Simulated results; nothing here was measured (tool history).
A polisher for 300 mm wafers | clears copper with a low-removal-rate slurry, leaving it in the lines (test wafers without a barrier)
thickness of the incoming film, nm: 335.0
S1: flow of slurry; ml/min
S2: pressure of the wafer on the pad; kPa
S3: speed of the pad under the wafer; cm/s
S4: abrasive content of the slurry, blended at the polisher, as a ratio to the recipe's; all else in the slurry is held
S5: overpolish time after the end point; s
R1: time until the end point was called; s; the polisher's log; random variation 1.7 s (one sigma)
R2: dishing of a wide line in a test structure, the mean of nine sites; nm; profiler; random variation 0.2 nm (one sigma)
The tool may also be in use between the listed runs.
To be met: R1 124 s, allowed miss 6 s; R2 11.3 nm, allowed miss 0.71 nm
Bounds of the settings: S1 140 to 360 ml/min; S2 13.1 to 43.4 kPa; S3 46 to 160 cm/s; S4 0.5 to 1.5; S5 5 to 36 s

{"run": 1, "hour": 0.0, "S1": 230, "S2": 28.3, "S3": 102, "S4": 1, "S5": 18, "R1": 80.848, "R2": 51.316}
{"run": 2, "hour": 0.5, "S1": 230, "S2": 26.2, "S3": 100, "S4": 1, "S5": 16, "R1": 88.695, "R2": 42.457}
{"run": 3, "hour": 2.0, "S1": 230, "S2": 20, "S3": 100, "S4": 1, "S5": 16, "R1": 109.08, "R2": 36.981}
{"run": 4, "hour": 8.6, "S1": 235, "S2": 20.7, "S3": 92, "S4": 1.05, "S5": 14, "R1": 111.59, "R2": 31.028}
{"run": 5, "hour": 17.5, "S1": 235, "S2": 20.7, "S3": 92, "S4": 1.05, "S5": 20, "R1": 110.64, "R2": 42.099}
{"run": 6, "hour": 23.3, "S1": 235, "S2": 20.7, "S3": 92, "S4": 1.05, "S5": 25, "R1": 110.69, "R2": 49.369}
{"run": 7, "hour": 24.6, "S1": 255, "S2": 20.7, "S3": 86, "S4": 1.1, "S5": 22, "R1": 119.96, "R2": 44.503}
{"run": 8, "hour": 26.5, "S1": 240, "S2": 19.3, "S3": 88, "S4": 1, "S5": 20, "R1": 125.11, "R2": 38.842}
{"run": 9, "hour": 34.8, "S1": 225, "S2": 18.6, "S3": 86, "S4": 1.05, "S5": 18, "R1": 131.03, "R2": 33.377}
{"run": 10, "hour": 38.9, "S1": 215, "S2": 17.9, "S3": 86, "S4": 1.1, "S5": 16, "R1": 132.68, "R2": 29.861}
{"run": 11, "hour": 43.4, "S1": 205, "S2": 17.9, "S3": 84, "S4": 1.15, "S5": 14, "R1": 139.1, "R2": 25.803}
{"run": 12, "hour": 48.8, "S1": 195, "S2": 18.6, "S3": 82, "S4": 1.2, "S5": 13, "R1": 134.91, "R2": 24.896}
{"run": 13, "hour": 55.9, "S1": 185, "S2": 18.6, "S3": 80, "S4": 1.25, "S5": 12, "R1": 140.8, "R2": 22.347}
{"run": 14, "hour": 58.0, "S1": 180, "S2": 19.3, "S3": 76, "S4": 1.3, "S5": 11, "R1": 145.82, "R2": 19.996}
{"run": 15, "hour": 58.5, "S1": 180, "S2": 19.3, "S3": 76, "S4": 1.3, "S5": 11, "R1": 142.12, "R2": 20.597}
{"run": 16, "hour": 62.0, "S1": 175, "S2": 20.7, "S3": 72, "S4": 1.35, "S5": 10, "R1": 142.77, "R2": 18.363}
{"run": 17, "hour": 63.2, "S1": 140, "S2": 28.3, "S3": 46, "S4": 1.5, "S5": 5, "R1": 175.63, "R2": 8.1351}
{"run": 18, "hour": 72.1, "S1": 155, "S2": 29.6, "S3": 46, "S4": 1.5, "S5": 5, "R1": 162.9, "R2": 8.4376}
{"run": 19, "hour": 78.5, "S1": 170, "S2": 30.3, "S3": 46, "S4": 1.5, "S5": 5, "R1": 159.42, "R2": 8.8141}
{"run": 20, "hour": 87.3, "S1": 180, "S2": 31, "S3": 46, "S4": 1.5, "S5": 5, "R1": 153.82, "R2": 9.0737}
{"run": 21, "hour": 89.6, "S1": 190, "S2": 31.7, "S3": 46, "S4": 1.5, "S5": 5, "R1": 152.47, "R2": 9.1699}
{"run": 22, "hour": 97.1, "S1": 190, "S2": 38.6, "S3": 48, "S4": 1.5, "S5": 6, "R1": 119.94, "R2": 13.446}
{"run": 23, "hour": 103.5, "S1": 185, "S2": 37.9, "S3": 46, "S4": 1.5, "S5": 5, "R1": 130.89, "R2": 10.778}

Which of these 4 next moves meets every target?
{"run": "A", "hour": 109.9, "S1": 220, "S2": 33.1, "S3": 54, "S4": 1.4, "S5": 5, "R1": "?", "R2": "?"}
{"run": "B", "hour": 109.9, "S1": 195, "S2": 36.5, "S3": 46, "S4": 1.45, "S5": 5, "R1": "?", "R2": "?"}
{"run": "C", "hour": 109.9, "S1": 140, "S2": 33.1, "S3": 52, "S4": 1.5, "S5": 5, "R1": "?", "R2": "?"}
{"run": "D", "hour": 109.9, "S1": 160, "S2": 37.9, "S3": 46, "S4": 1.45, "S5": 5, "R1": "?", "R2": "?"}

move=A R1=126 R2=11.401
move=B R1=136.33 R2=10.58
move=C R1=139.4 R2=10.349
move=D R1=136.73 R2=10.553
A: meets every target
B: further off than the last run
C: further off than the last run
D: further off than the last run
Move A is the one to make.
